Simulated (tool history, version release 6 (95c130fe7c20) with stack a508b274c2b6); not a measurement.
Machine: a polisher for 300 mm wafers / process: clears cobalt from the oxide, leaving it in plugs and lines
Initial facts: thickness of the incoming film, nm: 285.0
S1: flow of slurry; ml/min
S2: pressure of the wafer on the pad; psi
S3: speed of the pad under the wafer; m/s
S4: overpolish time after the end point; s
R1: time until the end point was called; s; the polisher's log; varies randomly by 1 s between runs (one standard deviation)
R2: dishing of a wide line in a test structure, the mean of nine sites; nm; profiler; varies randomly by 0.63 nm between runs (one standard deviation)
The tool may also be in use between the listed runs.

{"run": 1, "day": 0.0, "S1": 185, "S2": 1.6, "S3": 0.76, "S4": 18, "R1": 82.058, "R2": 42.494}
{"run": 2, "day": 0.308, "S1": 155, "S2": 1.6, "S3": 0.76, "S4": 18, "R1": 83.922, "R2": 40.931}
{"run": 3, "day": 0.542, "S1": 155, "S2": 1.6, "S3": 0.76, "S4": 25, "R1": 84.866, "R2": 49.29}
{"run": 4, "day": 0.642, "S1": 155, "S2": 1.6, "S3": 0.82, "S4": 25, "R1": 78.06, "R2": 52.707}
{"run": 5, "day": 0.788, "S1": 165, "S2": 1.6, "S3": 0.82, "S4": 25, "R1": 77.999, "R2": 52.61}
{"run": 6, "day": 1.004, "S1": 165, "S2": 1.6, "S3": 0.82, "S4": 28, "R1": 76.947, "R2": 55.062}
{"run": 7, "day": 1.321, "S1": 170, "S2": 1.6, "S3": 0.82, "S4": 28, "R1": 78.826, "R2": 56.636}
{"run": 8, "day": 1.696, "S1": 170, "S2": 1.6, "S3": 0.82, "S4": 27, "R1": 74.666, "R2": 54.597}

Estimate the outcome of run 9 from the log above:
{"run": 9, "day": 2.05, "S1": 175, "S2": 1.6, "S3": 0.82, "S4": 27, "R1": "?", "R2": "?"}

{"run 9": {"R1": 77.698, "R2": 53.843}}
